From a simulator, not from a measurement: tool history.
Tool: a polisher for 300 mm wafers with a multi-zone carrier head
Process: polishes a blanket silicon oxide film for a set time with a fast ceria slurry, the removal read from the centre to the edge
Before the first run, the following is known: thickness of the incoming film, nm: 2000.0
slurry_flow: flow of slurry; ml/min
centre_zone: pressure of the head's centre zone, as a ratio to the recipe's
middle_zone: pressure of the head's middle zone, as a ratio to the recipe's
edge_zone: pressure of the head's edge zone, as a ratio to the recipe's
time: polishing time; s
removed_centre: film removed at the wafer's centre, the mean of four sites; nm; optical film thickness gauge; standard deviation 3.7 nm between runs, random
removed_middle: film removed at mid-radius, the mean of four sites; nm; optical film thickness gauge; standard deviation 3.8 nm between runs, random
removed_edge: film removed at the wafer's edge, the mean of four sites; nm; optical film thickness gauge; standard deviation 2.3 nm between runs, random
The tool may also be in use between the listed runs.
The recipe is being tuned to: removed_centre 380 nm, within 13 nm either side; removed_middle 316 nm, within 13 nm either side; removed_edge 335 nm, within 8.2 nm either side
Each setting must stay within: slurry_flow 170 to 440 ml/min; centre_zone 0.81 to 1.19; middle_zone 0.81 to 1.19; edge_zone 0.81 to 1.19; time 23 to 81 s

Run 1, hour 0: slurry_flow 280 ml/min, centre_zone 1, middle_zone 1, edge_zone 1, time 52 s. Result: removed_centre 417.01 nm, removed_middle 443.43 nm, removed_edge 441.92 nm.
Run 2, hour 4.4: slurry_flow 280 ml/min, centre_zone 1, middle_zone 1.07, edge_zone 1, time 52 s. Result: removed_centre 420.75 nm, removed_middle 464.63 nm, removed_edge 449.95 nm.
Run 3, hour 8.8: slurry_flow 280 ml/min, centre_zone 1.04, middle_zone 1.07, edge_zone 1, time 52 s. Result: removed_centre 432.76 nm, removed_middle 470.55 nm, removed_edge 436.97 nm.
Run 4, hour 17.6: slurry_flow 280 ml/min, centre_zone 1.04, middle_zone 1.07, edge_zone 1, time 39 s. Result: removed_centre 327.37 nm, removed_middle 347.03 nm, removed_edge 334.53 nm.
Run 5, hour 25: slurry_flow 280 ml/min, centre_zone 1.04, middle_zone 1.01, edge_zone 1, time 39 s. Result: removed_centre 325.76 nm, removed_middle 330.46 nm, removed_edge 334.35 nm.
Run 6, hour 26.4: slurry_flow 280 ml/min, centre_zone 1.04, middle_zone 1.01, edge_zone 1, time 50 s. Result: removed_centre 415.16 nm, removed_middle 427.67 nm, removed_edge 425.65 nm.
Run 7, hour 28.7: slurry_flow 275 ml/min, centre_zone 1.07, middle_zone 0.96, edge_zone 0.96, time 48 s. Result: removed_centre 411.79 nm, removed_middle 401.71 nm, removed_edge 401.15 nm.
Run 8, hour 29.4: slurry_flow 275 ml/min, centre_zone 1.1, middle_zone 0.92, edge_zone 0.95, time 46 s. Result: removed_centre 401.69 nm, removed_middle 362.66 nm, removed_edge 383.44 nm.

4 next moves are on the table. One of them brings every result within its allowed miss. Which?
Run A, hour 30.1: slurry_flow 295 ml/min, centre_zone 1.13, middle_zone 0.99, edge_zone 0.89, time 41 s. Result: removed_centre ?, removed_middle ?, removed_edge ?.
Run B, hour 30.1: slurry_flow 230 ml/min, centre_zone 1.19, middle_zone 0.93, edge_zone 0.87, time 41 s. Result: removed_centre ?, removed_middle ?, removed_edge ?.
Run C, hour 30.1: slurry_flow 250 ml/min, centre_zone 1.19, middle_zone 0.82, edge_zone 0.89, time 40 s. Result: removed_centre ?, removed_middle ?, removed_edge ?.
Run D, hour 30.1: slurry_flow 330 ml/min, centre_zone 1.17, middle_zone 0.91, edge_zone 0.93, time 40 s. Result: removed_centre ?, removed_middle ?, removed_edge ?.

move  removed_centre  removed_middle  removed_edge
   A          371.01          348.16        331.51
   B          376.84          320.16         320.7
   C          372.09          284.77        319.35
   D          379.02          320.06        333.28
A: brings the last run's worst result on target, with another outside its allowed miss
B: takes the biggest miss from the last run beyond its target
C: takes the biggest miss from the last run beyond its target
D: hits every target within its allowed miss
The move that meets every target is D.

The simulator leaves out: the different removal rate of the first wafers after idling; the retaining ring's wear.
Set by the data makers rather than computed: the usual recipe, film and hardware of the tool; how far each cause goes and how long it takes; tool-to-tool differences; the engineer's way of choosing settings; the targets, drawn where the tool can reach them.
